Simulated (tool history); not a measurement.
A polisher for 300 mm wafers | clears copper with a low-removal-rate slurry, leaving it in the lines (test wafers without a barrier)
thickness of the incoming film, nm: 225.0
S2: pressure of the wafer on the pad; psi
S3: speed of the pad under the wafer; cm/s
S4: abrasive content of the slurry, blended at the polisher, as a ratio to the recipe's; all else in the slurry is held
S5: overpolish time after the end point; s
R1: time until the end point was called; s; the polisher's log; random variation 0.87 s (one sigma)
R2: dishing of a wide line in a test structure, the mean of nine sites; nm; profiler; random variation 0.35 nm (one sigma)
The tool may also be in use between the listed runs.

run 1 day=0 | flow_of_slurry_(ml/min)=245 S2=2.2 S3=122 S4=1 S5=8 | R1=88.339 R2=15.258
run 2 day=0.162 | flow_of_slurry_(ml/min)=245 S2=2.5 S3=122 S4=1 S5=8 | R1=80.292 R2=16.95
run 3 day=0.533 | flow_of_slurry_(ml/min)=290 S2=2.5 S3=122 S4=1 S5=8 | R1=77.063 R2=17.504
run 4 day=0.662 | flow_of_slurry_(ml/min)=290 S2=2.6 S3=122 S4=1 S5=8 | R1=73.393 R2=18.268
run 5 day=0.95 | flow_of_slurry_(ml/min)=290 S2=2.6 S3=122 S4=0.9 S5=8 | R1=76.555 R2=17.704
run 6 day=1.258 | flow_of_slurry_(ml/min)=290 S2=2.7 S3=122 S4=0.9 S5=8 | R1=74.101 R2=18.502
run 7 day=1.317 | flow_of_slurry_(ml/min)=290 S2=2.8 S3=122 S4=0.9 S5=8 | R1=72.408 R2=18.07

Forecast run 8:
run 8 day=1.467 | flow_of_slurry_(ml/min)=295 S2=2.9 S3=124 S4=0.9 S5=8 | R1=? R2=?

Run 8 gave R1 67.08 s, R2 19.366 nm.
